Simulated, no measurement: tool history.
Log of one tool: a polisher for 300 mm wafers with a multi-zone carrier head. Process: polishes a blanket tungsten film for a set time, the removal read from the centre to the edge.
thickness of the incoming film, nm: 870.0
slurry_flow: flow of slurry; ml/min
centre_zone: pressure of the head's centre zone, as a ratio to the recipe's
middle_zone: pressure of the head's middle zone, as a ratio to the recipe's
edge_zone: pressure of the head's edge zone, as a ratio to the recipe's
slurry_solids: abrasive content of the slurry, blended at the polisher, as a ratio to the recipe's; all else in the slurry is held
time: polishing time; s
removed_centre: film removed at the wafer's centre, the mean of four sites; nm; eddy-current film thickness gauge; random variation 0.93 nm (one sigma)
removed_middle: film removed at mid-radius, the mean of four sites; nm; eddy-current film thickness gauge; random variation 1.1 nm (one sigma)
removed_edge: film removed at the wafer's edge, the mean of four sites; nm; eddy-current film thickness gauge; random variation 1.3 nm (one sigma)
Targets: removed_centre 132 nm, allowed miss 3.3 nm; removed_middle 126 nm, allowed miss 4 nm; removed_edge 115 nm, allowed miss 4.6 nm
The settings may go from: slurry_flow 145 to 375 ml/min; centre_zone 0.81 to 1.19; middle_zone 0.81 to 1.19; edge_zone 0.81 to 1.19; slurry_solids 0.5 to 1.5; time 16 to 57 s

Run 1, hour 0: slurry_flow 240 ml/min, centre_zone 1, middle_zone 1, edge_zone 1, slurry_solids 1, time 36 s. Result: removed_centre 206.08 nm, removed_middle 207.94 nm, removed_edge 209.06 nm.
Run 2, hour 4.6: slurry_flow 245 ml/min, centre_zone 1.01, middle_zone 1, edge_zone 0.96, slurry_solids 0.9, time 32 s. Result: removed_centre 182.42 nm, removed_middle 181.49 nm, removed_edge 178.99 nm.
Run 3, hour 12.9: slurry_flow 250 ml/min, centre_zone 1.02, middle_zone 1, edge_zone 0.93, slurry_solids 0.8, time 29 s. Result: removed_centre 162.3 nm, removed_middle 158.61 nm, removed_edge 154.06 nm.
Run 4, hour 15.1: slurry_flow 250 ml/min, centre_zone 1.02, middle_zone 1, edge_zone 0.99, slurry_solids 0.8, time 29 s. Result: removed_centre 159.98 nm, removed_middle 160.61 nm, removed_edge 159.86 nm.
Run 5, hour 18: slurry_flow 250 ml/min, centre_zone 1.03, middle_zone 1, edge_zone 0.95, slurry_solids 0.7, time 28 s. Result: removed_centre 148.43 nm, removed_middle 147.71 nm, removed_edge 144.86 nm.
Run 6, hour 25.2: slurry_flow 245 ml/min, centre_zone 1.04, middle_zone 1, edge_zone 0.92, slurry_solids 0.65, time 27 s. Result: removed_centre 142.34 nm, removed_middle 137.75 nm, removed_edge 135.23 nm.
Run 7, hour 28.8: slurry_flow 235 ml/min, centre_zone 1.05, middle_zone 1.01, edge_zone 0.89, slurry_solids 0.6, time 27 s. Result: removed_centre 138.57 nm, removed_middle 135.86 nm, removed_edge 127.7 nm.
Run 8, hour 29.3: slurry_flow 170 ml/min, centre_zone 1.07, middle_zone 0.97, edge_zone 0.81, slurry_solids 0.55, time 27 s. Result: removed_centre 128.5 nm, removed_middle 121.12 nm, removed_edge 116.09 nm.

Which of these 5 next moves meets every target?
Run A, hour 29.8: slurry_flow 145 ml/min, centre_zone 1.04, middle_zone 0.99, edge_zone 0.81, slurry_solids 0.5, time 28 s. Result: removed_centre ?, removed_middle ?, removed_edge ?.
Run B, hour 29.8: slurry_flow 195 ml/min, centre_zone 1.01, middle_zone 0.93, edge_zone 0.9, slurry_solids 0.55, time 26 s. Result: removed_centre ?, removed_middle ?, removed_edge ?.
Run C, hour 29.8: slurry_flow 210 ml/min, centre_zone 1.07, middle_zone 1.01, edge_zone 0.81, slurry_solids 0.5, time 27 s. Result: removed_centre ?, removed_middle ?, removed_edge ?.
Run D, hour 29.8: slurry_flow 170 ml/min, centre_zone 1.02, middle_zone 1, edge_zone 0.81, slurry_solids 0.55, time 26 s. Result: removed_centre ?, removed_middle ?, removed_edge ?.
Run E, hour 29.8: slurry_flow 145 ml/min, centre_zone 1.03, middle_zone 1.01, edge_zone 0.82, slurry_solids 0.5, time 31 s. Result: removed_centre ?, removed_middle ?, removed_edge ?.

move  removed_centre  removed_middle  removed_edge
   A          121.36           120.7        113.22
   B          120.83          116.52        118.72
   C          129.87          126.84        114.87
   D          118.68           120.6        111.14
   E          133.22          135.83        125.99
A: further off than the last run
B: further off than the last run
C: meets every target
D: further off than the last run
E: takes the result that was furthest off past its target
Answer: C

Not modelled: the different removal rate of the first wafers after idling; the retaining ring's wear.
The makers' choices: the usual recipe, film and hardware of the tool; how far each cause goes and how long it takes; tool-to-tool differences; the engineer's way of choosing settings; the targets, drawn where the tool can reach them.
